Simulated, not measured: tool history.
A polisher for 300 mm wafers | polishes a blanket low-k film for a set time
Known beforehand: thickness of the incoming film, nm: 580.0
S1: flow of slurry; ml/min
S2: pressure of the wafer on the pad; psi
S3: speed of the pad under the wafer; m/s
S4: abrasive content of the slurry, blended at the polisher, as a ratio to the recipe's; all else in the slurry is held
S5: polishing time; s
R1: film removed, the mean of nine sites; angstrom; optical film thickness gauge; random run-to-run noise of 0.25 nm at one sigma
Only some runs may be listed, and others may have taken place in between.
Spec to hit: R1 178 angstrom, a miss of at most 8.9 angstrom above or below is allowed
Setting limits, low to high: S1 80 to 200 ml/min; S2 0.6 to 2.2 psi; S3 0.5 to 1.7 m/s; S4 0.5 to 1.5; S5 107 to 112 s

Run 1, hour 0: S1 130 ml/min, S2 1.4 psi, S3 1.1 m/s, S4 1, S5 107 s. Result: R1 289.52 angstrom.
Run 2, hour 0.5: S1 100 ml/min, S2 1.4 psi, S3 1.1 m/s, S4 1, S5 107 s. Result: R1 273.45 angstrom.
Run 3, hour 9.2: S1 100 ml/min, S2 1.3 psi, S3 1.1 m/s, S4 1, S5 107 s. Result: R1 269.2 angstrom.
Run 4, hour 13.4: S1 100 ml/min, S2 1.2 psi, S3 1.06 m/s, S4 1, S5 107 s. Result: R1 248.53 angstrom.
Run 5, hour 17.5: S1 100 ml/min, S2 1.2 psi, S3 1.34 m/s, S4 1, S5 107 s. Result: R1 293.91 angstrom.
Run 6, hour 20.7: S1 120 ml/min, S2 1.2 psi, S3 1.34 m/s, S4 1, S5 107 s. Result: R1 308.96 angstrom.
Run 7, hour 28.9: S1 105 ml/min, S2 0.8 psi, S3 1.2 m/s, S4 1, S5 107 s. Result: R1 221.94 angstrom.
Run 8, hour 36: S1 105 ml/min, S2 0.6 psi, S3 1.02 m/s, S4 0.95, S5 107 s. Result: R1 164.36 angstrom.

Next run, 4 choices. One meets every target within its allowed miss, the rest don't. Which?
Run A, hour 43.1: S1 90 ml/min, S2 0.8 psi, S3 0.7 m/s, S4 1.05, S5 107 s. Result: R1 ?.
Run B, hour 43.1: S1 85 ml/min, S2 0.6 psi, S3 0.94 m/s, S4 0.9, S5 112 s. Result: R1 ?.
Run C, hour 43.1: S1 145 ml/min, S2 0.6 psi, S3 0.98 m/s, S4 0.8, S5 107 s. Result: R1 ?.
Run D, hour 43.1: S1 100 ml/min, S2 0.6 psi, S3 1.1 m/s, S4 0.85, S5 111 s. Result: R1 ?.

move      R1
   A  142.63
   B  155.49
   C  165.28
   D  178.33
A: lands further from the targets than the last run did
B: lands further from the targets than the last run did
C: nearer than the last run, and not there yet
D: in spec on every target
Correct choice: D, which meets every target
